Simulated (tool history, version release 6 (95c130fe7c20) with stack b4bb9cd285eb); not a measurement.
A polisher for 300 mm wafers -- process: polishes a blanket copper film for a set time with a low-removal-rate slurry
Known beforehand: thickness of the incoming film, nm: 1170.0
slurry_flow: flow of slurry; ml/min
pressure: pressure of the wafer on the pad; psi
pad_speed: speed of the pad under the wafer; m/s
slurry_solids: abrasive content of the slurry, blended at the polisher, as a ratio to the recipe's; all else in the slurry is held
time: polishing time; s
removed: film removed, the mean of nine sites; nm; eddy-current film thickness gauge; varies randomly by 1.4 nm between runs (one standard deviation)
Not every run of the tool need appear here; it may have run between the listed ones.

| run | hour | slurry_flow | pressure | pad_speed | slurry_solids | time | removed |
|---|---|---|---|---|---|---|---|
| 1 | 0 | 230 | 2.4 | 1.18 | 1 | 91 | 221.7 |
| 2 | 4.7 | 230 | 2.1 | 1.18 | 1 | 91 | 192.13 |
| 3 | 13.2 | 225 | 2 | 1.18 | 1 | 91 | 182.24 |
| 4 | 18 | 225 | 2 | 0.88 | 1 | 91 | 138.43 |
| 5 | 25.8 | 225 | 2 | 0.88 | 1 | 95 | 146.82 |
| 6 | 33.6 | 225 | 2 | 0.98 | 1 | 95 | 161.18 |

Run 7 comes next. What will it give?
| 7 | 36.1 | 235 | 2 | 0.98 | 1 | 95 | ? |

{"run 7": {"removed": 161.38}}
